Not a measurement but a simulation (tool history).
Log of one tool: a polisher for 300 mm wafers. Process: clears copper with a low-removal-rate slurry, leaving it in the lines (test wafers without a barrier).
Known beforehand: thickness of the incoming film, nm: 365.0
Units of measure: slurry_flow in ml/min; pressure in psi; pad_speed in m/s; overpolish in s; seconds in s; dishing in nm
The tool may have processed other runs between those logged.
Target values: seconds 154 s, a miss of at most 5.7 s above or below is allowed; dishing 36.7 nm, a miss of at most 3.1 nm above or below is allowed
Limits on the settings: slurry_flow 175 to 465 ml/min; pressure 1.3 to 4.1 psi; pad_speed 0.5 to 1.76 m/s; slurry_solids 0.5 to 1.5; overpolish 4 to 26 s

run 1 hour=0 | slurry_flow=295 pressure=2.7 pad_speed=1.12 slurry_solids=1 overpolish=13 | seconds=103.1 dishing=31.838
run 2 hour=0.9 | slurry_flow=295 pressure=2.3 pad_speed=1.12 slurry_solids=1 overpolish=13 | seconds=120.57 dishing=26.412
run 3 hour=6.2 | slurry_flow=295 pressure=2.2 pad_speed=1.12 slurry_solids=1 overpolish=14 | seconds=124.83 dishing=27.837
run 4 hour=8.7 | slurry_flow=295 pressure=2.1 pad_speed=1.12 slurry_solids=1 overpolish=15 | seconds=133.23 dishing=28.42
run 5 hour=9.3 | slurry_flow=345 pressure=2.1 pad_speed=1.12 slurry_solids=1 overpolish=15 | seconds=125.69 dishing=27.98
run 6 hour=14.1 | slurry_flow=345 pressure=2.1 pad_speed=1.12 slurry_solids=1 overpolish=12 | seconds=129.94 dishing=23.206
run 7 hour=22 | slurry_flow=340 pressure=2 pad_speed=1.12 slurry_solids=1 overpolish=14 | seconds=135.66 dishing=26.148
run 8 hour=27.4 | slurry_flow=340 pressure=1.9 pad_speed=1.12 slurry_solids=1 overpolish=15 | seconds=143.77 dishing=26.452
run 9 hour=32.7 | slurry_flow=340 pressure=1.9 pad_speed=1.12 slurry_solids=1 overpolish=16 | seconds=143.1 dishing=27.682
run 10 hour=41.6 | slurry_flow=340 pressure=1.9 pad_speed=1.12 slurry_solids=1 overpolish=17 | seconds=141.73 dishing=30.311
run 11 hour=42.2 | slurry_flow=335 pressure=1.9 pad_speed=1.12 slurry_solids=1 overpolish=18 | seconds=138.78 dishing=31.484
run 12 hour=49.9 | slurry_flow=340 pressure=1.5 pad_speed=1.1 slurry_solids=1 overpolish=23 | seconds=179.59 dishing=29.959
run 13 hour=52.1 | slurry_flow=345 pressure=1.5 pad_speed=1.1 slurry_solids=1 overpolish=23 | seconds=181.36 dishing=30.629
run 14 hour=55.7 | slurry_flow=345 pressure=1.6 pad_speed=1.1 slurry_solids=1 overpolish=23 | seconds=167.63 dishing=32.936
run 15 hour=56.4 | slurry_flow=350 pressure=1.6 pad_speed=1.1 slurry_solids=1 overpolish=23 | seconds=171.9 dishing=33.614
run 16 hour=64.6 | slurry_flow=360 pressure=1.7 pad_speed=1.1 slurry_solids=1 overpolish=22 | seconds=161.46 dishing=32.786

4 next moves are on the table. One of them brings every result within its allowed miss. Which?
run A hour=72.8 | slurry_flow=335 pressure=1.7 pad_speed=0.96 slurry_solids=1.15 overpolish=22 | seconds=? dishing=?
run B hour=72.8 | slurry_flow=460 pressure=1.7 pad_speed=1.14 slurry_solids=0.95 overpolish=24 | seconds=? dishing=?
run C hour=72.8 | slurry_flow=340 pressure=1.7 pad_speed=1 slurry_solids=1.25 overpolish=21 | seconds=? dishing=?
run D hour=72.8 | slurry_flow=325 pressure=1.7 pad_speed=1.08 slurry_solids=0.95 overpolish=26 | seconds=? dishing=?

move=A seconds=176.52 dishing=30.963
move=B seconds=151.1 dishing=38.196
move=C seconds=166.91 dishing=31.222
move=D seconds=163.36 dishing=38.262
A: its largest miss is bigger than the last run's
B: hits every target within its allowed miss
C: its largest miss is bigger than the last run's
D: its largest miss is bigger than the last run's
B is the move that brings every result within its allowed miss.

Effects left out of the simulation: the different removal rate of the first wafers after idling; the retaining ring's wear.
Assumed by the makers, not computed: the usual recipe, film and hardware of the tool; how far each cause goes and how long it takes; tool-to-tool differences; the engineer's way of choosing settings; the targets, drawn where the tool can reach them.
